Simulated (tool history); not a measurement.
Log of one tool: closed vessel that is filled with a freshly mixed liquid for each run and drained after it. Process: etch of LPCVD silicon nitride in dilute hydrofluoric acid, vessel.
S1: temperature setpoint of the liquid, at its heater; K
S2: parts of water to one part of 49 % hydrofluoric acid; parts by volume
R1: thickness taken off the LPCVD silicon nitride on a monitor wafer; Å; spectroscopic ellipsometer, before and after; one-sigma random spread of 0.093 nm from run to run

Run 1, hour 0: S1 293.15 K, S2 145 parts by volume, time in the liquid (s) 2590. Result: R1 73.569 Å.
Run 2, hour 8.6: S1 293.15 K, S2 180 parts by volume, time in the liquid (s) 2590. Result: R1 59.394 Å.
Run 3, hour 14: S1 294.65 K, S2 175 parts by volume, time in the liquid (s) 2590. Result: R1 66.824 Å.
Run 4, hour 21.5: S1 294.65 K, S2 215 parts by volume, time in the liquid (s) 2590. Result: R1 54.386 Å.
Run 5, hour 25.7: S1 294.65 K, S2 215 parts by volume, time in the liquid (s) 2795. Result: R1 59.424 Å.
Run 6, hour 31.4: S1 295.65 K, S2 210 parts by volume, time in the liquid (s) 2795. Result: R1 64.814 Å.
Run 7, hour 34.9: S1 296.65 K, S2 205 parts by volume, time in the liquid (s) 2795. Result: R1 70.551 Å.
Run 8, hour 42.7: S1 297.15 K, S2 200 parts by volume, time in the liquid (s) 2795. Result: R1 73.851 Å.
Run 9, hour 45.9: S1 297.65 K, S2 195 parts by volume, time in the liquid (s) 2795. Result: R1 78.822 Å.
At hour 54: thermometer replaced.
Run 10, hour 54: S1 297.65 K, S2 195 parts by volume, time in the liquid (s) 2795. Result: R1 68.561 Å.
Run 11, hour 62.1: S1 298.15 K, S2 175 parts by volume, time in the liquid (s) 2795. Result: R1 77.931 Å.

For run 12, what comes out?
Run 12, hour 69.4: S1 298.65 K, S2 160 parts by volume, time in the liquid (s) 2795. Result: R1 ?.

R1: 88.617 Å

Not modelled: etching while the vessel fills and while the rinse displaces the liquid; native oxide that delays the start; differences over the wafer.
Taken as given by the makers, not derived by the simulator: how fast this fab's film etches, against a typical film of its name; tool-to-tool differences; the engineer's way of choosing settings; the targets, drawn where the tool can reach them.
